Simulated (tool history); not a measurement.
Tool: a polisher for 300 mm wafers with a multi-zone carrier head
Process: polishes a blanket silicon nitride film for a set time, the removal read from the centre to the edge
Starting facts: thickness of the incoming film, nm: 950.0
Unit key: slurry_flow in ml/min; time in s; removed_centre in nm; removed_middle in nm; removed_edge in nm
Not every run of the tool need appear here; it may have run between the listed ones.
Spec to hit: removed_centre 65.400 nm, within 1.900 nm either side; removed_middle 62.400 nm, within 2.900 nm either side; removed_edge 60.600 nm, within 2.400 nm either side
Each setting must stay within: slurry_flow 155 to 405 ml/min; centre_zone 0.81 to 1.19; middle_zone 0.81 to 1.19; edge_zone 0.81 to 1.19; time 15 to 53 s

run	hour	slurry_flow	centre_zone	middle_zone	edge_zone	time	removed_centre	removed_middle	removed_edge
1	0.0	260	1.00	1.00	1.00	34	48.957	50.602	48.816
2	4.1	260	1.00	1.00	1.00	28	40.262	41.703	41.220
3	6.1	270	1.04	1.02	1.04	31	45.465	47.786	45.737
4	13.7	275	1.08	1.01	1.06	34	52.943	51.438	50.359
5	19.5	285	1.10	1.02	1.09	35	55.429	53.825	53.356
6	23.7	285	1.04	1.02	1.09	35	52.649	52.227	54.332
7	26.3	295	1.08	1.04	1.11	36	56.763	56.959	54.468
8	31.9	300	1.10	1.04	1.13	37	59.270	58.203	58.593
9	38.1	310	1.12	1.05	1.14	37	59.923	57.881	57.835
10	43.2	310	1.13	1.06	1.15	38	62.218	61.207	60.232
11	46.0	315	1.14	1.06	1.15	38	62.567	61.979	59.717

Consider the 4 candidate settings below. Which is the only one whose results all fall within their allowed miss of target?
A	48.8	350	1.13	1.06	1.10	37	?	?	?
B	48.8	335	1.18	1.07	1.14	38	?	?	?
C	48.8	340	1.19	1.06	1.09	40	?	?	?
D	48.8	310	1.03	1.02	1.13	40	?	?	?

move	removed_centre	removed_middle	removed_edge
A	61.504	60.394	57.500
B	65.237	62.261	59.949
C	69.261	65.106	61.752
D	60.758	62.496	62.499
A: lands further from the targets than the last run did
B: meets every target
C: moves the result that the last run missed by most past its target, out the other side
D: lands further from the targets than the last run did
The right move is B.
